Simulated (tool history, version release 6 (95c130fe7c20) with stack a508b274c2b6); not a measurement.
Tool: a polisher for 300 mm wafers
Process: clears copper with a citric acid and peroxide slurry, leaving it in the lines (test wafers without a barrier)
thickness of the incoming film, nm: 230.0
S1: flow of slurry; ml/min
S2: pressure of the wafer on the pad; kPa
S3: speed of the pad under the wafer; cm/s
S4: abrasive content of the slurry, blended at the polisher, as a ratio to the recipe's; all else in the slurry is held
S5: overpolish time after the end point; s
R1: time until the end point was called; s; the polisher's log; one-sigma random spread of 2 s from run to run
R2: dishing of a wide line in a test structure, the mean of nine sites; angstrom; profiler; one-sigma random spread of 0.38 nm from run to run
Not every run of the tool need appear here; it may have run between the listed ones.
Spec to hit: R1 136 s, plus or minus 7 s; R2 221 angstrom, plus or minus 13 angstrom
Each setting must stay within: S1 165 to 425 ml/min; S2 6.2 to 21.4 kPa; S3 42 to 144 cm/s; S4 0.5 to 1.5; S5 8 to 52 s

run 1 hour=0 | S1=275 S2=13.8 S3=92 S4=1 S5=26 | R1=179.32 R2=224.08
run 2 hour=2.8 | S1=275 S2=14.5 S3=92 S4=1 S5=24 | R1=173.57 R2=218.47
run 3 hour=10.5 | S1=275 S2=15.2 S3=92 S4=1 S5=22 | R1=167.68 R2=207.52
run 4 hour=16 | S1=275 S2=15.2 S3=92 S4=1 S5=26 | R1=170.38 R2=243.87
run 5 hour=24.6 | S1=275 S2=15.2 S3=108 S4=1 S5=26 | R1=140.49 R2=278.51
run 6 hour=28.5 | S1=275 S2=15.2 S3=108 S4=1 S5=24 | R1=142.47 R2=253.53
run 7 hour=31.2 | S1=275 S2=15.2 S3=108 S4=1 S5=23 | R1=142.68 R2=258.75
run 8 hour=34.4 | S1=275 S2=15.2 S3=108 S4=1 S5=21 | R1=142.25 R2=228.53

Next run, 4 choices. One meets every target within its allowed miss, the rest don't. Which?
run A hour=37.6 | S1=310 S2=13.8 S3=112 S4=0.95 S5=23 | R1=? R2=?
run B hour=37.6 | S1=165 S2=15.2 S3=120 S4=1 S5=19 | R1=? R2=?
run C hour=37.6 | S1=305 S2=15.2 S3=118 S4=1 S5=21 | R1=? R2=?
run D hour=37.6 | S1=285 S2=14.5 S3=108 S4=0.95 S5=24 | R1=? R2=?

move=A R1=152.68 R2=236.8
move=B R1=136.87 R2=220.7
move=C R1=132.12 R2=249.41
move=D R1=152.53 R2=246.75
A: the biggest miss grows against the last run
B: every result lands within tolerance
C: gets the furthest-off result to its target, but another result is out of tolerance
D: the biggest miss grows against the last run
Answer: B
